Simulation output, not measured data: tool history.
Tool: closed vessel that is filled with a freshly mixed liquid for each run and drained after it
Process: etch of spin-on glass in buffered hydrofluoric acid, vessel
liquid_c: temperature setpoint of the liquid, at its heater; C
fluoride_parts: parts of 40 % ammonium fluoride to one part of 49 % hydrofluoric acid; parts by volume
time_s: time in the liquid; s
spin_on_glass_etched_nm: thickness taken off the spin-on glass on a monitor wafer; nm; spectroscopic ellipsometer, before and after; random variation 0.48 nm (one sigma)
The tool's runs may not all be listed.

Run 1, hour 0.0: liquid_c 22.0 C, fluoride_parts 12 parts by volume, time_s 30 s. Result: spin_on_glass_etched_nm 50.168 nm.
Run 2, hour 6.3: liquid_c 22.0 C, fluoride_parts 14 parts by volume, time_s 30 s. Result: spin_on_glass_etched_nm 42.822 nm.
Run 3, hour 13.0: liquid_c 20.0 C, fluoride_parts 14 parts by volume, time_s 30 s. Result: spin_on_glass_etched_nm 38.462 nm.
Run 4, hour 13.6: liquid_c 22.0 C, fluoride_parts 13 parts by volume, time_s 30 s. Result: spin_on_glass_etched_nm 46.261 nm.
Run 5, hour 16.9: liquid_c 23.5 C, fluoride_parts 12 parts by volume, time_s 30 s. Result: spin_on_glass_etched_nm 54.667 nm.
Run 6, hour 20.3: liquid_c 23.5 C, fluoride_parts 12 parts by volume, time_s 30 s. Result: spin_on_glass_etched_nm 54.123 nm.

The next listed run, before its measurement:
Run 7, hour 22.8: liquid_c 24.5 C, fluoride_parts 11 parts by volume, time_s 30 s. Result: spin_on_glass_etched_nm ?.

spin_on_glass_etched_nm: 63.117 nm
